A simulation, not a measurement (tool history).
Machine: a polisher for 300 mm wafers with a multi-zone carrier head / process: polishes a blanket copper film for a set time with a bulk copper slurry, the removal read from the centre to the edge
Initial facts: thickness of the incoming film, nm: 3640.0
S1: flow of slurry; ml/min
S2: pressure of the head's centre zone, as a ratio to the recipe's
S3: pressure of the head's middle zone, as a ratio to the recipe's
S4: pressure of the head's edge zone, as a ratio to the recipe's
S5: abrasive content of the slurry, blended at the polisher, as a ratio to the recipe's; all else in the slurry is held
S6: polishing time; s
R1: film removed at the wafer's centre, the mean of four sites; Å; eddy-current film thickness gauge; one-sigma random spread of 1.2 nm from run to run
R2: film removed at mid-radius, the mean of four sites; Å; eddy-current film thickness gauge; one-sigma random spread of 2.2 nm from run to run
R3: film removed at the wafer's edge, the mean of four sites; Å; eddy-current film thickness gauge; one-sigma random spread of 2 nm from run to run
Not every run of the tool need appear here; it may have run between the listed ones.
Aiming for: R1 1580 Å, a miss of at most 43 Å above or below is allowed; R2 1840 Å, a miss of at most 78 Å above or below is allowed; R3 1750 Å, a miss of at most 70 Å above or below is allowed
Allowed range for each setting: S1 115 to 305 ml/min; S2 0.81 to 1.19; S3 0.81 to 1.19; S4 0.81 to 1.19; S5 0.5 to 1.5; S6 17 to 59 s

{"run": 1, "day": 0.0, "S1": 195, "S2": 1, "S3": 1, "S4": 1, "S5": 1, "S6": 38, "R1": 2536.9, "R2": 2506.3, "R3": 2449.7}
{"run": 2, "day": 0.104, "S1": 190, "S2": 0.98, "S3": 1, "S4": 0.98, "S5": 0.95, "S6": 37, "R1": 2329.7, "R2": 2435.2, "R3": 2310.5}
{"run": 3, "day": 0.142, "S1": 190, "S2": 0.98, "S3": 1, "S4": 0.98, "S5": 0.95, "S6": 34, "R1": 2160.4, "R2": 2212.2, "R3": 2110.5}
{"run": 4, "day": 0.417, "S1": 190, "S2": 0.98, "S3": 1, "S4": 0.98, "S5": 0.85, "S6": 34, "R1": 2097.6, "R2": 2166.4, "R3": 2092}
{"run": 5, "day": 0.579, "S1": 185, "S2": 0.96, "S3": 0.99, "S4": 0.96, "S5": 0.8, "S6": 34, "R1": 2022.1, "R2": 2105.1, "R3": 2016.3}
{"run": 6, "day": 0.633, "S1": 180, "S2": 0.94, "S3": 0.98, "S4": 0.95, "S5": 0.8, "S6": 34, "R1": 1954.9, "R2": 2098, "R3": 1993.6}
{"run": 7, "day": 0.875, "S1": 175, "S2": 0.93, "S3": 0.97, "S4": 0.94, "S5": 0.8, "S6": 34, "R1": 1937.3, "R2": 2027.6, "R3": 2019.8}
{"run": 8, "day": 0.983, "S1": 175, "S2": 0.93, "S3": 0.97, "S4": 0.94, "S5": 0.8, "S6": 34, "R1": 1923.6, "R2": 2006.1, "R3": 1988.9}
{"run": 9, "day": 1.067, "S1": 170, "S2": 0.92, "S3": 0.97, "S4": 0.93, "S5": 0.8, "S6": 34, "R1": 1874.4, "R2": 1990.8, "R3": 1982.4}
{"run": 10, "day": 1.133, "S1": 170, "S2": 0.91, "S3": 0.97, "S4": 0.92, "S5": 0.75, "S6": 34, "R1": 1839.4, "R2": 1968.8, "R3": 1924.4}
{"run": 11, "day": 1.242, "S1": 165, "S2": 0.9, "S3": 0.97, "S4": 0.91, "S5": 0.75, "S6": 34, "R1": 1819.7, "R2": 1989.7, "R3": 1936.4}
{"run": 12, "day": 1.612, "S1": 165, "S2": 0.89, "S3": 0.97, "S4": 0.9, "S5": 0.7, "S6": 34, "R1": 1760.7, "R2": 1971.6, "R3": 1882.5}
{"run": 13, "day": 1.9, "S1": 160, "S2": 0.88, "S3": 0.97, "S4": 0.89, "S5": 0.7, "S6": 34, "R1": 1705.7, "R2": 1915, "R3": 1798.4}
{"run": 14, "day": 2.183, "S1": 155, "S2": 0.88, "S3": 0.97, "S4": 0.89, "S5": 0.7, "S6": 34, "R1": 1720.1, "R2": 1907, "R3": 1812.1}
{"run": 15, "day": 2.471, "S1": 150, "S2": 0.87, "S3": 0.97, "S4": 0.89, "S5": 0.7, "S6": 34, "R1": 1672.2, "R2": 1900.1, "R3": 1847.3}
{"run": 16, "day": 2.612, "S1": 145, "S2": 0.87, "S3": 0.97, "S4": 0.88, "S5": 0.7, "S6": 34, "R1": 1629, "R2": 1888.5, "R3": 1799}
{"run": 17, "day": 2.696, "S1": 140, "S2": 0.87, "S3": 0.97, "S4": 0.87, "S5": 0.7, "S6": 34, "R1": 1623.7, "R2": 1859.8, "R3": 1811.9}

Below are 4 possible settings for the next run. Only one of them brings all results inside the allowed miss of their targets. Which is it?
{"run": "A", "day": 2.779, "S1": 170, "S2": 0.83, "S3": 0.94, "S4": 0.82, "S5": 0.55, "S6": 35, "R1": "?", "R2": "?", "R3": "?"}
{"run": "B", "day": 2.779, "S1": 155, "S2": 0.9, "S3": 0.9, "S4": 0.89, "S5": 0.65, "S6": 34, "R1": "?", "R2": "?", "R3": "?"}
{"run": "C", "day": 2.779, "S1": 125, "S2": 0.87, "S3": 0.92, "S4": 0.85, "S5": 0.7, "S6": 36, "R1": "?", "R2": "?", "R3": "?"}
{"run": "D", "day": 2.779, "S1": 165, "S2": 0.9, "S3": 0.95, "S4": 0.88, "S5": 0.65, "S6": 33, "R1": "?", "R2": "?", "R3": "?"}

move=A R1=1576.6 R2=1836.5 R3=1723.9
move=B R1=1707.6 R2=1771.8 R3=1788.4
move=C R1=1680.6 R2=1851.2 R3=1830.4
move=D R1=1682.3 R2=1822.4 R3=1743.5
A: every result within its allowed miss
B: lands further from the targets than the last run did
C: lands further from the targets than the last run did
D: lands further from the targets than the last run did
So the answer is move A, the one that meets all the targets.
